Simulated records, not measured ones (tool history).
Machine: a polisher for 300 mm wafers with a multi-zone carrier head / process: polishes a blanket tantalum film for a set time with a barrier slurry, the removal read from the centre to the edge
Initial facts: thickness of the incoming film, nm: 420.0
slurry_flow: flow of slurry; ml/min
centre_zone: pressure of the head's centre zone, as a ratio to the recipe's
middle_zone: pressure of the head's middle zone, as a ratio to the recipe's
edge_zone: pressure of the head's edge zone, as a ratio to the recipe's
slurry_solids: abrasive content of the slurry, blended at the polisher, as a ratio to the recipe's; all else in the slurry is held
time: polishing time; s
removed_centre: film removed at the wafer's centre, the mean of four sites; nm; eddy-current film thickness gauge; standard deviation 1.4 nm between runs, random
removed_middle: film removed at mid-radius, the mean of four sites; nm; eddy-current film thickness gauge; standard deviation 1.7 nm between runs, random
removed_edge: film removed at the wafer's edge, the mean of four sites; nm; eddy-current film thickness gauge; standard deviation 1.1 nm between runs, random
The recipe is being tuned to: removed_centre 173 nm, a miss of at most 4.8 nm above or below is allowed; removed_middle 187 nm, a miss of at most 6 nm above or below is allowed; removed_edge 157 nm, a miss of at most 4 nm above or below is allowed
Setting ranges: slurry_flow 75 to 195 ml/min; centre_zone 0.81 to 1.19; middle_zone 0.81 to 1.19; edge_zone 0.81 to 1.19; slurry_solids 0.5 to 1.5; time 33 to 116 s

{"run": 1, "hour": 0.0, "slurry_flow": 125, "centre_zone": 1, "middle_zone": 1, "edge_zone": 1, "slurry_solids": 1, "time": 74, "removed_centre": 168.51, "removed_middle": 171.8, "removed_edge": 173.5}
{"run": 2, "hour": 5.1, "slurry_flow": 125, "centre_zone": 1.01, "middle_zone": 1.03, "edge_zone": 0.95, "slurry_solids": 1, "time": 74, "removed_centre": 168.12, "removed_middle": 176.94, "removed_edge": 170.53}
{"run": 3, "hour": 11.7, "slurry_flow": 125, "centre_zone": 1.01, "middle_zone": 0.96, "edge_zone": 0.95, "slurry_solids": 1, "time": 74, "removed_centre": 170.79, "removed_middle": 169.76, "removed_edge": 169.38}
{"run": 4, "hour": 18.8, "slurry_flow": 125, "centre_zone": 1.01, "middle_zone": 0.99, "edge_zone": 0.95, "slurry_solids": 1, "time": 74, "removed_centre": 169.89, "removed_middle": 174.76, "removed_edge": 170.41}
{"run": 5, "hour": 22.4, "slurry_flow": 135, "centre_zone": 1.01, "middle_zone": 0.99, "edge_zone": 0.95, "slurry_solids": 1, "time": 74, "removed_centre": 173.42, "removed_middle": 177.29, "removed_edge": 170.97}
{"run": 6, "hour": 23.2, "slurry_flow": 140, "centre_zone": 1.02, "middle_zone": 1, "edge_zone": 0.91, "slurry_solids": 0.95, "time": 74, "removed_centre": 174.81, "removed_middle": 175.05, "removed_edge": 165.4}
{"run": 7, "hour": 29.2, "slurry_flow": 145, "centre_zone": 1.02, "middle_zone": 1.03, "edge_zone": 0.88, "slurry_solids": 0.95, "time": 74, "removed_centre": 174.12, "removed_middle": 178.74, "removed_edge": 161.52}
{"run": 8, "hour": 33.8, "slurry_flow": 145, "centre_zone": 1.02, "middle_zone": 1.05, "edge_zone": 0.86, "slurry_solids": 0.95, "time": 74, "removed_centre": 173.43, "removed_middle": 183.32, "removed_edge": 163.88}

Consider the 5 candidate settings below. Which is the only one whose results all fall within their allowed miss of target?
{"run": "A", "hour": 38.4, "slurry_flow": 110, "centre_zone": 1.02, "middle_zone": 1.06, "edge_zone": 0.89, "slurry_solids": 1, "time": 77, "removed_centre": "?", "removed_middle": "?", "removed_edge": "?"}
{"run": "B", "hour": 38.4, "slurry_flow": 140, "centre_zone": 0.98, "middle_zone": 1, "edge_zone": 0.9, "slurry_solids": 0.95, "time": 75, "removed_centre": "?", "removed_middle": "?", "removed_edge": "?"}
{"run": "C", "hour": 38.4, "slurry_flow": 110, "centre_zone": 0.94, "middle_zone": 1.1, "edge_zone": 0.86, "slurry_solids": 0.85, "time": 84, "removed_centre": "?", "removed_middle": "?", "removed_edge": "?"}
{"run": "D", "hour": 38.4, "slurry_flow": 100, "centre_zone": 0.94, "middle_zone": 0.94, "edge_zone": 0.89, "slurry_solids": 0.95, "time": 84, "removed_centre": "?", "removed_middle": "?", "removed_edge": "?"}
{"run": "E", "hour": 38.4, "slurry_flow": 140, "centre_zone": 1.02, "middle_zone": 1.1, "edge_zone": 0.81, "slurry_solids": 0.6, "time": 99, "removed_centre": "?", "removed_middle": "?", "removed_edge": "?"}

move=A removed_centre=175.81 removed_middle=183.05 removed_edge=170.26
move=B removed_centre=171.35 removed_middle=176.64 removed_edge=169.05
move=C removed_centre=166.42 removed_middle=190.27 removed_edge=169.91
move=D removed_centre=170.77 removed_middle=177.16 removed_edge=179.32
move=E removed_centre=175.49 removed_middle=185.97 removed_edge=159.42
A: lands further from the targets than the last run did
B: lands further from the targets than the last run did
C: lands further from the targets than the last run did
D: lands further from the targets than the last run did
E: every result within its allowed miss
So the answer is move E, the one that meets all the targets.
